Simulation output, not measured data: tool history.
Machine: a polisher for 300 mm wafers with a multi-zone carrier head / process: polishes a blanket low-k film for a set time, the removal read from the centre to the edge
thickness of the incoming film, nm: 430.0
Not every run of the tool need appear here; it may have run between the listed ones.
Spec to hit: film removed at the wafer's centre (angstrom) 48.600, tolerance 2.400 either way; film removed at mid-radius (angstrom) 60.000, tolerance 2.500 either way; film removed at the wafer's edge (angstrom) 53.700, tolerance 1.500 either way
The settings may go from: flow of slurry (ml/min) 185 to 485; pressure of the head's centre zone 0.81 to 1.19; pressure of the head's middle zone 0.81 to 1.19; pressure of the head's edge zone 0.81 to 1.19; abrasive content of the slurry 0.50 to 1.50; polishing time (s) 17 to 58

| run | hour | flow of slurry (ml/min) | pressure of the head's centre zone | pressure of the head's middle zone | pressure of the head's edge zone | abrasive content of the slurry | polishing time (s) | film removed at the wafer's centre (angstrom) | film removed at mid-radius (angstrom) | film removed at the wafer's edge (angstrom) |
|---|---|---|---|---|---|---|---|---|---|---|
| 1 | 0.0 | 310 | 1.00 | 1.00 | 1.00 | 1.00 | 37 | 87.604 | 81.938 | 85.482 |
| 2 | 6.2 | 350 | 1.00 | 1.00 | 1.00 | 1.00 | 37 | 90.358 | 84.445 | 86.732 |
| 3 | 14.1 | 340 | 0.95 | 1.02 | 0.97 | 0.85 | 35 | 70.990 | 74.180 | 73.224 |
| 4 | 21.3 | 340 | 0.95 | 1.07 | 0.97 | 0.85 | 35 | 73.220 | 76.554 | 74.129 |
| 5 | 30.2 | 345 | 0.93 | 1.07 | 0.94 | 0.75 | 34 | 63.759 | 68.038 | 66.414 |
| 6 | 34.3 | 345 | 0.93 | 1.07 | 0.94 | 0.85 | 34 | 69.457 | 73.479 | 70.985 |
| 7 | 43.2 | 350 | 0.91 | 1.09 | 0.92 | 0.75 | 34 | 62.366 | 68.587 | 64.511 |
| 8 | 50.0 | 345 | 0.88 | 1.09 | 0.90 | 0.70 | 34 | 57.805 | 68.128 | 61.371 |
| 9 | 52.2 | 345 | 0.87 | 1.06 | 0.88 | 0.70 | 34 | 55.802 | 64.343 | 61.281 |
| 10 | 56.4 | 340 | 0.86 | 1.07 | 0.86 | 0.65 | 34 | 52.937 | 63.524 | 57.694 |
| 11 | 64.2 | 335 | 0.86 | 1.06 | 0.85 | 0.65 | 34 | 53.092 | 62.215 | 57.005 |
| 12 | 72.5 | 325 | 0.85 | 1.06 | 0.84 | 0.65 | 34 | 51.875 | 61.717 | 56.728 |
| 13 | 74.9 | 320 | 0.84 | 1.06 | 0.83 | 0.65 | 34 | 51.554 | 61.523 | 56.817 |

Pick the move, out of 5, that brings all results within their allowed miss; only one does.
| A | 77.3 | 365 | 0.81 | 1.02 | 0.86 | 0.55 | 38 | ? | ? | ? |
| B | 77.3 | 320 | 0.90 | 0.95 | 0.86 | 0.75 | 31 | ? | ? | ? |
| C | 77.3 | 360 | 0.90 | 1.12 | 0.81 | 0.70 | 31 | ? | ? | ? |
| D | 77.3 | 255 | 0.85 | 1.00 | 0.84 | 0.65 | 37 | ? | ? | ? |
| E | 77.3 | 335 | 0.84 | 1.10 | 0.86 | 0.50 | 39 | ? | ? | ? |

| move | film removed at the wafer's centre (angstrom) | film removed at mid-radius (angstrom) | film removed at the wafer's edge (angstrom) |
|---|---|---|---|
| A | 49.277 | 59.398 | 57.170 |
| B | 54.852 | 56.063 | 57.518 |
| C | 53.125 | 62.297 | 54.031 |
| D | 54.838 | 62.144 | 60.770 |
| E | 48.225 | 59.759 | 53.974 |
A: the biggest miss grows against the last run
B: the biggest miss grows against the last run
C: meets the target for the result that was furthest off, but another lies outside its allowed miss
D: the biggest miss grows against the last run
E: in spec on every target
Correct choice: E, which meets every target

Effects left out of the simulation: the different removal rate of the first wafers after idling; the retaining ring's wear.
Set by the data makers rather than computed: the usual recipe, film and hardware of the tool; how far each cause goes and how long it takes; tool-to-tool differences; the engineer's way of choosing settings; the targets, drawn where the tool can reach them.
